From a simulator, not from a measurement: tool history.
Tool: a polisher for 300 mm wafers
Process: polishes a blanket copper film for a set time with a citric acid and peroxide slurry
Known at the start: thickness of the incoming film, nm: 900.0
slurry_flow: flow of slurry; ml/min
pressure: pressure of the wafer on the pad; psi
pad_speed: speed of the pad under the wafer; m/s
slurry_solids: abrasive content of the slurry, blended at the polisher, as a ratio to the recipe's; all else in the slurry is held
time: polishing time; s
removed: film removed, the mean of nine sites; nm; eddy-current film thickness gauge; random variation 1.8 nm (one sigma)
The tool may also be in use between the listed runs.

Run 1, hour 0.0: slurry_flow 275 ml/min, pressure 2.5 psi, pad_speed 0.80 m/s, slurry_solids 1.00, time 72 s. Result: removed 100.91 nm.
Run 2, hour 6.2: slurry_flow 275 ml/min, pressure 2.5 psi, pad_speed 0.80 m/s, slurry_solids 1.00, time 72 s. Result: removed 101.04 nm.
Run 3, hour 8.3: slurry_flow 275 ml/min, pressure 2.8 psi, pad_speed 0.80 m/s, slurry_solids 1.00, time 72 s. Result: removed 113.26 nm.
Run 4, hour 11.9: slurry_flow 250 ml/min, pressure 2.8 psi, pad_speed 0.80 m/s, slurry_solids 1.00, time 72 s. Result: removed 112.75 nm.
Run 5, hour 13.7: slurry_flow 250 ml/min, pressure 2.8 psi, pad_speed 0.80 m/s, slurry_solids 1.20, time 72 s. Result: removed 114.97 nm.
Run 6, hour 21.0: slurry_flow 250 ml/min, pressure 2.8 psi, pad_speed 0.80 m/s, slurry_solids 1.35, time 72 s. Result: removed 119.71 nm.

Forecast run 7:
Run 7, hour 25.7: slurry_flow 250 ml/min, pressure 3.0 psi, pad_speed 0.80 m/s, slurry_solids 1.35, time 72 s. Result: removed ?.

removed: 126.45 nm
